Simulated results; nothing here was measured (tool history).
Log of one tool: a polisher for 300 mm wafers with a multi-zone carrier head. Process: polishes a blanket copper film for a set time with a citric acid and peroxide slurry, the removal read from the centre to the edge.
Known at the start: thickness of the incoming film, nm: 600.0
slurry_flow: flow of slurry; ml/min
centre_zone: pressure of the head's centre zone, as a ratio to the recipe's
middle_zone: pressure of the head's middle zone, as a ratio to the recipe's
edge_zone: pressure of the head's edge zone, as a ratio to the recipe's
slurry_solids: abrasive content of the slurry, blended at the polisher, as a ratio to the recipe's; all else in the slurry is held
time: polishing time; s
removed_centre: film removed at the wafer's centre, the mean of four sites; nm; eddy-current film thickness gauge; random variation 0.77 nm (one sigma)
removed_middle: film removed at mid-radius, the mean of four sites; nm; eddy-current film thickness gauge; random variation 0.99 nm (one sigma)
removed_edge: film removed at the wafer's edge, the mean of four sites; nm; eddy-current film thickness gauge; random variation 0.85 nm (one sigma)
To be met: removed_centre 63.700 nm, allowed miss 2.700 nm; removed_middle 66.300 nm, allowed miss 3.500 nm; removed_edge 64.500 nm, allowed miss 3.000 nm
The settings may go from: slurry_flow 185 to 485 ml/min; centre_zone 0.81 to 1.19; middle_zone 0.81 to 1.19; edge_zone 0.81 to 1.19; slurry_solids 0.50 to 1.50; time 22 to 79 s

run	day	slurry_flow	centre_zone	middle_zone	edge_zone	slurry_solids	time	removed_centre	removed_middle	removed_edge
1	0.000	310	1.00	1.00	1.00	1.00	50	141.300	147.160	142.350
2	0.238	310	1.00	1.00	1.00	1.10	50	142.410	149.340	144.290
3	0.275	295	0.99	0.98	0.97	1.00	46	129.660	134.210	130.250
4	0.421	295	0.99	1.05	0.97	1.00	46	126.890	133.860	128.340
5	0.538	295	0.99	1.05	0.94	1.00	46	126.390	140.670	129.950
6	0.683	280	0.98	1.05	0.95	0.95	43	115.940	125.110	118.500
7	0.729	265	0.97	1.05	0.94	0.90	40	106.560	114.860	106.710
8	0.996	260	0.96	1.05	0.95	0.85	38	96.414	110.180	100.660
9	1.304	250	0.96	1.03	0.96	0.80	36	92.447	98.139	95.434
10	1.467	245	0.96	1.03	0.95	0.75	34	84.607	92.833	87.473
11	1.762	240	0.96	1.02	0.95	0.70	33	79.281	86.024	80.049
12	2.067	240	0.95	1.00	0.95	0.65	33	79.332	83.533	81.029
13	2.158	240	0.95	1.00	0.95	0.65	32	76.922	81.703	80.798
14	2.283	240	0.95	1.00	0.95	0.65	32	76.208	80.512	78.796
15	2.408	240	0.95	1.00	0.94	0.65	31	73.858	80.331	77.048
16	2.758	240	0.95	0.99	0.93	0.65	31	72.639	77.796	74.368
17	3.038	240	0.95	0.98	0.92	0.65	31	73.647	76.857	75.145
18	3.079	245	0.94	0.98	0.89	0.50	24	51.945	55.358	54.615
19	3.408	250	1.03	1.06	0.99	0.60	23	57.242	59.224	57.098
20	3.479	250	1.03	1.06	1.00	0.60	23	57.795	60.029	56.004
21	3.592	250	1.03	1.06	1.01	0.60	23	56.657	59.258	57.675
22	3.925	250	1.03	1.06	1.01	0.60	23	56.692	58.150	57.679

Which of these 5 next moves meets every target?
A	4.258	405	0.87	1.04	1.19	0.70	24	?	?	?
B	4.258	245	1.09	0.92	1.09	0.65	24	?	?	?
C	4.258	295	0.93	1.17	1.10	0.65	24	?	?	?
D	4.258	235	1.05	1.06	1.04	0.65	25	?	?	?
E	4.258	385	0.87	1.17	1.06	0.65	24	?	?	?

move	removed_centre	removed_middle	removed_edge
A	57.057	66.234	69.200
B	62.176	55.709	62.573
C	56.941	69.923	63.736
D	62.665	65.022	63.278
E	55.861	71.709	63.774
A: nearer than the last run, and not there yet
B: brings the result that was furthest off to its target, and leaves another outside
C: as far off as the last run
D: meets every target
E: further off than the last run
Move D is the one to make.
